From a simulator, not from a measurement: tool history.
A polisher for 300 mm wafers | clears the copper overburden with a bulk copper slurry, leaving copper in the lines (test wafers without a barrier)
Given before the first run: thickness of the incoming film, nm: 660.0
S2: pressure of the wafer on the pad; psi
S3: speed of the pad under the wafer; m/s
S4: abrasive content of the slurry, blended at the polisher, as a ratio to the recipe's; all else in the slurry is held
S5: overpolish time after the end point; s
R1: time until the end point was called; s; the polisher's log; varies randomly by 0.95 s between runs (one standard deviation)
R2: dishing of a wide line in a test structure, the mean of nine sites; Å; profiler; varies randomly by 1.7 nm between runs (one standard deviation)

run 1 hour=0.0 | flow_of_slurry_(ml/min)=230 S2=1.8 S3=1.08 S4=1.0 S5=24 | R1=96.731 R2=891.40
run 2 hour=3.7 | flow_of_slurry_(ml/min)=230 S2=2.0 S3=1.08 S4=1.0 S5=25 | R1=88.620 R2=953.14
run 3 hour=12.0 | flow_of_slurry_(ml/min)=230 S2=2.1 S3=1.10 S4=1.0 S5=26 | R1=86.836 R2=1030.60
run 4 hour=17.3 | flow_of_slurry_(ml/min)=230 S2=2.1 S3=1.10 S4=1.0 S5=19 | R1=86.698 R2=846.45
run 5 hour=21.0 | flow_of_slurry_(ml/min)=230 S2=2.1 S3=0.94 S4=1.0 S5=19 | R1=99.717 R2=767.03
run 6 hour=21.8 | flow_of_slurry_(ml/min)=230 S2=2.2 S3=1.02 S4=1.0 S5=21 | R1=87.667 R2=880.69
run 7 hour=29.5 | flow_of_slurry_(ml/min)=230 S2=2.3 S3=1.06 S4=1.0 S5=23 | R1=85.044 R2=972.47
run 8 hour=30.4 | flow_of_slurry_(ml/min)=230 S2=2.4 S3=1.12 S4=1.0 S5=24 | R1=76.114 R2=1059.80
run 9 hour=31.8 | flow_of_slurry_(ml/min)=230 S2=2.5 S3=1.14 S4=1.0 S5=25 | R1=72.809 R2=1114.40

Run 10 has not been measured yet. What should we expect?
run 10 hour=39.1 | flow_of_slurry_(ml/min)=230 S2=2.8 S3=1.20 S4=1.0 S5=30 | R1=? R2=?

Run 10 yielded R1 63.482 s, R2 1348.30 Å.
